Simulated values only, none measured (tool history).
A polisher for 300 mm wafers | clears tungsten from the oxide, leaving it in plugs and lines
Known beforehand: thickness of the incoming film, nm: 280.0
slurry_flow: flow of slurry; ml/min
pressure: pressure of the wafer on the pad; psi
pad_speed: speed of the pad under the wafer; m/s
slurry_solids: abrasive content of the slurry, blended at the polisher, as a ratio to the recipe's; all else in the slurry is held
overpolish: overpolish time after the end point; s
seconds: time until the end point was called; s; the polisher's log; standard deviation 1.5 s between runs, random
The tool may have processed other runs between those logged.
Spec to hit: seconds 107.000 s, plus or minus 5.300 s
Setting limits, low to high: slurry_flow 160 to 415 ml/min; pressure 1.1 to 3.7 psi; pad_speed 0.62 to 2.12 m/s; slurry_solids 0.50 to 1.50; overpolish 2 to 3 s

run  hour  slurry_flow  pressure  pad_speed  slurry_solids  overpolish  seconds
  1   0.0          265       2.4       1.36           1.00           3   66.266
  2   5.4          265       2.4       1.36           1.20           3   64.413
  3  13.9          265       2.4       1.58           1.20           3   55.601
  4  16.7          220       2.4       1.58           1.20           3   55.886
  5  25.7          220       2.3       1.56           1.20           3   60.812
  6  34.3          220       2.3       1.56           1.05           3   59.949
  7  42.6          220       2.2       1.54           1.05           3   65.437
  8  44.0          220       2.1       1.54           1.05           3   67.143
  9  52.6          220       2.0       1.54           1.05           3   69.780
 10  56.4          220       1.9       1.52           1.05           3   72.206
 11  60.6          220       1.8       1.50           1.05           3   79.383
 12  64.0          220       1.7       1.50           1.05           3   80.110
 13  66.6          220       1.6       1.50           1.05           3   87.740

Exactly one of the 5 candidate moves below puts every result within its allowed miss. Which one?
  A  69.2          255       1.1       1.40           1.00           3        ?
  B  69.2          235       1.3       1.22           1.15           3        ?
  C  69.2          235       1.7       0.94           1.05           3        ?
  D  69.2          230       1.2       1.58           0.90           3        ?
  E  69.2          160       1.3       1.38           0.85           2        ?

move  seconds
   A  121.310
   B  119.080
   C  122.290
   D  104.920
   E  119.310
A: takes the biggest miss from the last run beyond its target
B: takes the biggest miss from the last run beyond its target
C: takes the biggest miss from the last run beyond its target
D: in spec on every target
E: takes the biggest miss from the last run beyond its target
Answer: D
